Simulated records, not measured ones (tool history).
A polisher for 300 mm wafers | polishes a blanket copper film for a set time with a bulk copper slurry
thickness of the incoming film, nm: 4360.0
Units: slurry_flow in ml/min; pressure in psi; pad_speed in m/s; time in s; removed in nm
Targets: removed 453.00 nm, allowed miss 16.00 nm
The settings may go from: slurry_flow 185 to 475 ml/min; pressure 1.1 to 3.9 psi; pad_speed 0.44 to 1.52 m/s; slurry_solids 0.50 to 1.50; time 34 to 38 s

Run 1, day 0.000: slurry_flow 305 ml/min, pressure 2.5 psi, pad_speed 0.98 m/s, slurry_solids 1.00, time 38 s. Result: removed 281.91 nm.
Run 2, day 0.029: slurry_flow 305 ml/min, pressure 2.5 psi, pad_speed 1.10 m/s, slurry_solids 1.00, time 38 s. Result: removed 307.89 nm.
Run 3, day 0.229: slurry_flow 305 ml/min, pressure 2.7 psi, pad_speed 1.10 m/s, slurry_solids 1.00, time 38 s. Result: removed 341.40 nm.
Run 4, day 0.379: slurry_flow 370 ml/min, pressure 2.7 psi, pad_speed 1.10 m/s, slurry_solids 1.00, time 38 s. Result: removed 346.93 nm.
Run 5, day 0.467: slurry_flow 370 ml/min, pressure 2.8 psi, pad_speed 1.10 m/s, slurry_solids 1.00, time 38 s. Result: removed 353.53 nm.
Run 6, day 0.675: slurry_flow 370 ml/min, pressure 2.9 psi, pad_speed 1.10 m/s, slurry_solids 1.00, time 38 s. Result: removed 363.94 nm.
Run 7, day 0.792: slurry_flow 370 ml/min, pressure 3.0 psi, pad_speed 1.10 m/s, slurry_solids 1.00, time 38 s. Result: removed 380.37 nm.
Run 8, day 0.883: slurry_flow 370 ml/min, pressure 3.1 psi, pad_speed 1.10 m/s, slurry_solids 1.00, time 38 s. Result: removed 385.26 nm.
Run 9, day 1.046: slurry_flow 370 ml/min, pressure 3.2 psi, pad_speed 1.10 m/s, slurry_solids 1.00, time 38 s. Result: removed 397.28 nm.
Run 10, day 1.238: slurry_flow 370 ml/min, pressure 3.3 psi, pad_speed 1.10 m/s, slurry_solids 1.00, time 38 s. Result: removed 418.03 nm.
Run 11, day 1.521: slurry_flow 370 ml/min, pressure 3.4 psi, pad_speed 1.10 m/s, slurry_solids 1.00, time 38 s. Result: removed 428.42 nm.
Run 12, day 1.758: slurry_flow 370 ml/min, pressure 3.4 psi, pad_speed 1.10 m/s, slurry_solids 1.00, time 38 s. Result: removed 424.68 nm.
Run 13, day 1.879: slurry_flow 370 ml/min, pressure 3.4 psi, pad_speed 1.10 m/s, slurry_solids 1.00, time 38 s. Result: removed 434.03 nm.

Which of these 5 next moves meets every target?
Run A, day 2.000: slurry_flow 475 ml/min, pressure 3.8 psi, pad_speed 1.32 m/s, slurry_solids 0.55, time 37 s. Result: removed ?.
Run B, day 2.000: slurry_flow 405 ml/min, pressure 3.1 psi, pad_speed 1.44 m/s, slurry_solids 0.90, time 35 s. Result: removed ?.
Run C, day 2.000: slurry_flow 320 ml/min, pressure 3.6 psi, pad_speed 1.20 m/s, slurry_solids 0.95, time 38 s. Result: removed ?.
Run D, day 2.000: slurry_flow 330 ml/min, pressure 3.5 psi, pad_speed 1.18 m/s, slurry_solids 1.15, time 38 s. Result: removed ?.
Run E, day 2.000: slurry_flow 365 ml/min, pressure 3.7 psi, pad_speed 1.18 m/s, slurry_solids 1.10, time 37 s. Result: removed ?.

move  removed
   A   492.07
   B   455.31
   C   478.06
   D   478.82
   E   491.57
A: takes the result that was furthest off past its target
B: meets every target
C: takes the result that was furthest off past its target
D: takes the result that was furthest off past its target
E: takes the result that was furthest off past its target
The right move is B.
